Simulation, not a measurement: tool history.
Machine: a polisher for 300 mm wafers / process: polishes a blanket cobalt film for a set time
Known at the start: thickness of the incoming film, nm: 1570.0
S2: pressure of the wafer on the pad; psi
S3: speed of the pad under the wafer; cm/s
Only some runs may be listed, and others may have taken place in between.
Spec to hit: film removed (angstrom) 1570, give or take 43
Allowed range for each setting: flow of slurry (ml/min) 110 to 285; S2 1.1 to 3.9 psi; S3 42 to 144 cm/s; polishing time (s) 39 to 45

Run 1, hour 0: flow of slurry (ml/min) 180, S2 2.5 psi, S3 92 cm/s, polishing time (s) 45. Result: film removed (angstrom) 3023.
Run 2, hour 2: flow of slurry (ml/min) 175, S2 2.1 psi, S3 90 cm/s, polishing time (s) 45. Result: film removed (angstrom) 2548.1.
Run 3, hour 9.5: flow of slurry (ml/min) 175, S2 2.1 psi, S3 104 cm/s, polishing time (s) 45. Result: film removed (angstrom) 2780.1.
Run 4, hour 18.3: flow of slurry (ml/min) 170, S2 1.8 psi, S3 98 cm/s, polishing time (s) 45. Result: film removed (angstrom) 2321.6.
Run 5, hour 20.8: flow of slurry (ml/min) 160, S2 1.6 psi, S3 96 cm/s, polishing time (s) 45. Result: film removed (angstrom) 2079.6.
Run 6, hour 25: flow of slurry (ml/min) 155, S2 1.5 psi, S3 94 cm/s, polishing time (s) 45. Result: film removed (angstrom) 1909.8.
Run 7, hour 33.9: flow of slurry (ml/min) 125, S2 1.1 psi, S3 94 cm/s, polishing time (s) 45. Result: film removed (angstrom) 1411.4.
Run 8, hour 38.5: flow of slurry (ml/min) 135, S2 1.1 psi, S3 94 cm/s, polishing time (s) 45. Result: film removed (angstrom) 1442.5.
Run 9, hour 39.6: flow of slurry (ml/min) 145, S2 1.1 psi, S3 94 cm/s, polishing time (s) 45. Result: film removed (angstrom) 1475.1.
Run 10, hour 45.9: flow of slurry (ml/min) 180, S2 1.2 psi, S3 94 cm/s, polishing time (s) 45. Result: film removed (angstrom) 1625.9.
Run 11, hour 51.6: flow of slurry (ml/min) 175, S2 1.2 psi, S3 94 cm/s, polishing time (s) 45. Result: film removed (angstrom) 1632.6.

Next run, 5 choices. One meets every target within its allowed miss, the rest don't. Which?
Run A, hour 57.3: flow of slurry (ml/min) 170, S2 1.2 psi, S3 108 cm/s, polishing time (s) 43. Result: film removed (angstrom) ?.
Run B, hour 57.3: flow of slurry (ml/min) 150, S2 1.4 psi, S3 100 cm/s, polishing time (s) 40. Result: film removed (angstrom) ?.
Run C, hour 57.3: flow of slurry (ml/min) 110, S2 1.2 psi, S3 108 cm/s, polishing time (s) 42. Result: film removed (angstrom) ?.
Run D, hour 57.3: flow of slurry (ml/min) 190, S2 1.3 psi, S3 94 cm/s, polishing time (s) 45. Result: film removed (angstrom) ?.
Run E, hour 57.3: flow of slurry (ml/min) 170, S2 1.4 psi, S3 102 cm/s, polishing time (s) 39. Result: film removed (angstrom) ?.

move  film removed (angstrom)
   A                   1710.6
   B                   1670.4
   C                   1554.7
   D                   1740.5
   E                     1685
A: its largest miss is bigger than the last run's
B: its largest miss is bigger than the last run's
C: each result inside its tolerance
D: its largest miss is bigger than the last run's
E: its largest miss is bigger than the last run's
So the answer is move C, the one that meets all the targets.
